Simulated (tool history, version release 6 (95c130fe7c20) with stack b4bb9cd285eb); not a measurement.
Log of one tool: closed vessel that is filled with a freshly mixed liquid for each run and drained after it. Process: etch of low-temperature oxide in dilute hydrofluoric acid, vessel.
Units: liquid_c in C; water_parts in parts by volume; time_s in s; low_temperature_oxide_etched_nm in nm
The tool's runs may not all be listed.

run,hour,liquid_c,water_parts,time_s,low_temperature_oxide_etched_nm
1,0.0,24.0,125,235,46.283
2,1.4,26.5,125,235,51.359
3,5.3,24.5,125,235,47.137
4,7.1,26.0,105,235,61.078
5,10.5,28.5,105,235,67.473
6,18.4,29.5,90,235,83.850
7,19.9,30.0,80,235,96.090

Run 8 comes next. What will it give?
8,26.4,32.0,40,235,?

Run 8 gave low_temperature_oxide_etched_nm 222.680 nm.
